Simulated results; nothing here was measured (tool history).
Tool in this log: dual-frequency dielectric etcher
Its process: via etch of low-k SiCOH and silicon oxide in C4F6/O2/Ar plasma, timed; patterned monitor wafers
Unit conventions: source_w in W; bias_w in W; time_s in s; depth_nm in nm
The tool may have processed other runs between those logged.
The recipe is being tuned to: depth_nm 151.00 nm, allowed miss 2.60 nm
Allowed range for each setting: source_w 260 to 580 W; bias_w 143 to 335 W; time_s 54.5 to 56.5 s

run	hour	source_w	bias_w	time_s	depth_nm
1	0.0	420	239	54.5	157.44
2	7.9	410	238	54.5	156.31
3	14.0	460	238	54.5	166.11
4	20.6	460	238	56.5	171.59
5	28.5	430	235	56.5	164.29
6	30.7	410	234	56.5	160.13
7	35.7	400	233	56.5	157.20
8	43.5	400	233	56.5	157.09
# hour 48.8: source power generator calibrated
9	48.8	390	233	56.5	159.02
10	55.3	390	233	56.5	159.83

Consider the 4 candidate settings below. Which is the only one whose results all fall within their allowed miss of target?
A	61.8	460	210	54.5	?
B	61.8	400	237	55.5	?
C	61.8	350	244	56.5	?
D	61.8	480	225	55.5	?

move	depth_nm
A	164.85
B	159.44
C	149.87
D	175.34
A: lands further from the targets than the last run did
B: roughly where the last run was
C: every result lands within tolerance
D: lands further from the targets than the last run did
Move C is the one to make.

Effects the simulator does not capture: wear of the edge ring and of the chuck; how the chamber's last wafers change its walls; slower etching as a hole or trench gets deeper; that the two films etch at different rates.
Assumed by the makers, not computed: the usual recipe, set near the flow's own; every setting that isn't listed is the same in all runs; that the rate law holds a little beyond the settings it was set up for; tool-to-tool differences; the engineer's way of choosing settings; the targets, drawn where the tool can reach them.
